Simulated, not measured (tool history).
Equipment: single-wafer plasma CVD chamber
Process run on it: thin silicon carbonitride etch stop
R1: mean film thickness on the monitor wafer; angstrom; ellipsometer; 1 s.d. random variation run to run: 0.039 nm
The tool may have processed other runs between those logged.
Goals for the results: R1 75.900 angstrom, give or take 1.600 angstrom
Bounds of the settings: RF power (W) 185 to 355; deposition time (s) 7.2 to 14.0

run 1 hour=0.0 | RF_power_(W)=270 deposition_time_(s)=10.6 | R1=65.844
run 2 hour=7.7 | RF_power_(W)=270 deposition_time_(s)=9.8 | R1=61.116
run 3 hour=10.8 | RF_power_(W)=280 deposition_time_(s)=10.1 | R1=63.981
run 4 hour=15.7 | RF_power_(W)=280 deposition_time_(s)=8.9 | R1=56.313
run 5 hour=16.5 | RF_power_(W)=290 deposition_time_(s)=9.3 | R1=59.504
run 6 hour=19.2 | RF_power_(W)=265 deposition_time_(s)=9.3 | R1=57.283
run 7 hour=27.6 | RF_power_(W)=310 deposition_time_(s)=11.0 | R1=72.368
run 8 hour=34.7 | RF_power_(W)=315 deposition_time_(s)=11.0 | R1=72.754

4 next moves are on the table. One of them brings every result within its allowed miss. Which?
run A hour=41.8 | RF_power_(W)=340 deposition_time_(s)=11.2 | R1=?
run B hour=41.8 | RF_power_(W)=320 deposition_time_(s)=10.5 | R1=?
run C hour=41.8 | RF_power_(W)=315 deposition_time_(s)=10.0 | R1=?
run D hour=41.8 | RF_power_(W)=305 deposition_time_(s)=11.0 | R1=?

move=A R1=76.231
move=B R1=69.854
move=C R1=66.131
move=D R1=71.851
A: all results in spec
B: further off than the last run
C: further off than the last run
D: further off than the last run
Answer: A
